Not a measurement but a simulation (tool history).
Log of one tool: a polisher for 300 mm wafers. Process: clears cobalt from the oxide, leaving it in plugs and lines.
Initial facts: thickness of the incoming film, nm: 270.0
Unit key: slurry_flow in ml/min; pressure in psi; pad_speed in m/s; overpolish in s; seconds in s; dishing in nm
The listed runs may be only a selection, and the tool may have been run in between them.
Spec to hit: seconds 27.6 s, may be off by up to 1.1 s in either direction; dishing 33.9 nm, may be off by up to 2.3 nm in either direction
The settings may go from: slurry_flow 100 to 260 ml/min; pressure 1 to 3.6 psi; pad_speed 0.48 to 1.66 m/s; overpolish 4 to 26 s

run	day	slurry_flow	pressure	pad_speed	overpolish	seconds	dishing
1	0	165	2.3	1.06	13	37.038	46.546
2	0.312	125	2.3	1.06	13	39.491	45.752
3	0.554	125	1.7	1.06	13	53.851	39.964
4	0.888	125	1.7	0.88	13	62.49	37.269
5	1.233	125	1.7	0.88	8	62.75	27.853
6	1.333	125	1.7	0.88	11	61.402	32.921
7	1.529	140	2.1	0.88	9	48.259	34.926
8	1.821	150	2.2	0.94	8	43.182	33.17
9	1.892	150	2.2	0.94	8	44.197	33.951
10	2.212	170	2.8	0.96	4	33.813	24.849
11	2.5	175	2.9	0.98	5	31.06	31.184
12	2.725	185	2.9	0.98	5	31.152	31.634
13	3.008	190	3	0.98	5	30.603	32.474
14	3.238	190	3.1	0.98	5	29.669	33.139

Consider the 5 candidate settings below. Which is the only one whose results all fall within their allowed miss of target?
A	3.467	150	3.2	0.88	5	?	?
B	3.467	215	3.2	0.96	4	?	?
C	3.467	185	3.3	0.88	7	?	?
D	3.467	150	3.2	1.06	4	?	?
E	3.467	200	2.8	1.16	5	?	?

move	seconds	dishing
A	32.082	30.248
B	28.301	28.267
C	30.105	38.708
D	27.479	28.848
E	27.74	33.267
A: misses by more than the last run did
B: brings the last run's worst result on target, with another outside its allowed miss
C: misses by more than the last run did
D: brings the last run's worst result on target, with another outside its allowed miss
E: hits every target within its allowed miss
E is the move that brings every result within its allowed miss.
